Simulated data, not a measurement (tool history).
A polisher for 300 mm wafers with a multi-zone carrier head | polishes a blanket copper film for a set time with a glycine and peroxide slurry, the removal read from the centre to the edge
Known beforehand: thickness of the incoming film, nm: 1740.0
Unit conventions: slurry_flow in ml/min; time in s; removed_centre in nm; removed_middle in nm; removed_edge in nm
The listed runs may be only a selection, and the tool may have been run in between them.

run 1 hour=0.0 | slurry_flow=215 centre_zone=1.00 middle_zone=1.00 edge_zone=1.00 time=66 | removed_centre=284.92 removed_middle=279.86 removed_edge=277.01
run 2 hour=1.8 | slurry_flow=215 centre_zone=1.00 middle_zone=1.05 edge_zone=1.00 time=66 | removed_centre=286.47 removed_middle=292.25 removed_edge=277.31
run 3 hour=9.0 | slurry_flow=215 centre_zone=0.93 middle_zone=1.05 edge_zone=1.00 time=66 | removed_centre=265.74 removed_middle=289.92 removed_edge=276.04
run 4 hour=18.0 | slurry_flow=215 centre_zone=0.93 middle_zone=0.97 edge_zone=1.00 time=66 | removed_centre=264.36 removed_middle=271.11 removed_edge=277.51
run 5 hour=26.2 | slurry_flow=230 centre_zone=0.99 middle_zone=0.98 edge_zone=1.05 time=72 | removed_centre=313.89 removed_middle=302.49 removed_edge=310.70
run 6 hour=32.4 | slurry_flow=230 centre_zone=0.99 middle_zone=1.07 edge_zone=1.05 time=72 | removed_centre=312.10 removed_middle=325.25 removed_edge=309.16
run 7 hour=35.5 | slurry_flow=230 centre_zone=1.03 middle_zone=1.04 edge_zone=1.09 time=77 | removed_centre=344.07 removed_middle=333.93 removed_edge=341.20

Estimate the outcome of run 8 from the log above:
run 8 hour=39.1 | slurry_flow=280 centre_zone=1.13 middle_zone=1.07 edge_zone=1.19 time=85 | removed_centre=? removed_middle=? removed_edge=?

removed_centre: 430.18 nm
removed_middle: 393.25 nm
removed_edge: 396.87 nm
